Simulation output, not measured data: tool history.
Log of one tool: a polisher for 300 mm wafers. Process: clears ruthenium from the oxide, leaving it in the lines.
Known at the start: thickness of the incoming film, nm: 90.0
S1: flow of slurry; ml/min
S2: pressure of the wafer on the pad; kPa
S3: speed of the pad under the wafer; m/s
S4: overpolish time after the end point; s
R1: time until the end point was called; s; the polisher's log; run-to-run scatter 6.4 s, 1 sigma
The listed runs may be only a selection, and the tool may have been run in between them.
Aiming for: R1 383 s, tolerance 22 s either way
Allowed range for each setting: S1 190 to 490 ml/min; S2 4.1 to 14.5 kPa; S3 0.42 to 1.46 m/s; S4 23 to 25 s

{"run": 1, "hour": 0.0, "S1": 315, "S2": 9, "S3": 0.94, "S4": 23, "R1": 150.01}
{"run": 2, "hour": 2.2, "S1": 315, "S2": 9, "S3": 0.94, "S4": 25, "R1": 147}
{"run": 3, "hour": 9.3, "S1": 315, "S2": 9, "S3": 0.94, "S4": 25, "R1": 150.23}
{"run": 4, "hour": 13.6, "S1": 315, "S2": 8.3, "S3": 0.88, "S4": 25, "R1": 171.32}
{"run": 5, "hour": 16.7, "S1": 315, "S2": 7.6, "S3": 0.82, "S4": 25, "R1": 194.06}
{"run": 6, "hour": 18.1, "S1": 360, "S2": 7.6, "S3": 0.82, "S4": 25, "R1": 198.4}
{"run": 7, "hour": 20.0, "S1": 360, "S2": 6.9, "S3": 0.78, "S4": 25, "R1": 218.43}
{"run": 8, "hour": 25.5, "S1": 360, "S2": 6.2, "S3": 0.74, "S4": 25, "R1": 253.11}
{"run": 9, "hour": 30.1, "S1": 360, "S2": 5.5, "S3": 0.72, "S4": 25, "R1": 286.57}
{"run": 10, "hour": 34.5, "S1": 360, "S2": 5.5, "S3": 0.7, "S4": 25, "R1": 290.93}
{"run": 11, "hour": 43.0, "S1": 355, "S2": 4.1, "S3": 0.56, "S4": 25, "R1": 469.29}
{"run": 12, "hour": 44.9, "S1": 370, "S2": 4.1, "S3": 0.56, "S4": 25, "R1": 463.34}
{"run": 13, "hour": 47.0, "S1": 375, "S2": 4.1, "S3": 0.56, "S4": 25, "R1": 457.85}

Which single option among these 4 for the next run brings every result within its allowed miss of target? Just one does.
{"run": "A", "hour": 49.1, "S1": 390, "S2": 4.1, "S3": 0.46, "S4": 23, "R1": "?"}
{"run": "B", "hour": 49.1, "S1": 405, "S2": 4.1, "S3": 0.46, "S4": 23, "R1": "?"}
{"run": "C", "hour": 49.1, "S1": 355, "S2": 4.1, "S3": 0.44, "S4": 25, "R1": "?"}
{"run": "D", "hour": 49.1, "S1": 370, "S2": 4.8, "S3": 0.58, "S4": 25, "R1": "?"}

move=A R1=546.07
move=B R1=544.73
move=C R1=570.76
move=D R1=396.62
A: further off than the last run
B: further off than the last run
C: further off than the last run
D: all results in spec
Answer: D
